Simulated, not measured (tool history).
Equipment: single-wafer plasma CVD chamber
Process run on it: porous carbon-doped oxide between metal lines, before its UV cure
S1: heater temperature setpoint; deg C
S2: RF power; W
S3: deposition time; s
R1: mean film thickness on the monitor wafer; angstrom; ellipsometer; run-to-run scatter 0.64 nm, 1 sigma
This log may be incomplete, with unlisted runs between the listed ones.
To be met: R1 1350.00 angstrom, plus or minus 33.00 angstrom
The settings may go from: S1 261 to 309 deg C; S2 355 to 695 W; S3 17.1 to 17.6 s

run  hour   S1   S2    S3       R1
  1   0.0  285  525  17.1  1070.40
  2   7.7  291  525  17.1  1014.10
  3  12.8  291  525  17.6  1041.40
  4  14.4  291  460  17.6   949.36
  5  19.6  291  460  17.1   921.59
     23.9  -- RF generator calibrated
  6  23.9  301  460  17.1   914.53
  7  26.7  297  530  17.3  1042.10
  8  34.5  285  605  17.4  1242.40
  9  39.4  282  610  17.4  1279.20
 10  44.0  280  615  17.4  1291.60

Consider the 5 candidate settings below. Which is the only one whose results all fall within their allowed miss of target?
  A  48.6  282  600  17.6   ?
  B  48.6  282  675  17.4   ?
  C  48.6  280  695  17.6   ?
  D  48.6  265  595  17.6   ?
  E  48.6  276  670  17.6   ?

move       R1
   A  1268.10
   B  1351.60
   C  1412.10
   D  1432.60
   E  1421.10
A: its largest miss is bigger than the last run's
B: all results land within tolerance of their targets
C: pushes the last run's worst result past its target
D: pushes the last run's worst result past its target
E: pushes the last run's worst result past its target
The move that meets every target is B.

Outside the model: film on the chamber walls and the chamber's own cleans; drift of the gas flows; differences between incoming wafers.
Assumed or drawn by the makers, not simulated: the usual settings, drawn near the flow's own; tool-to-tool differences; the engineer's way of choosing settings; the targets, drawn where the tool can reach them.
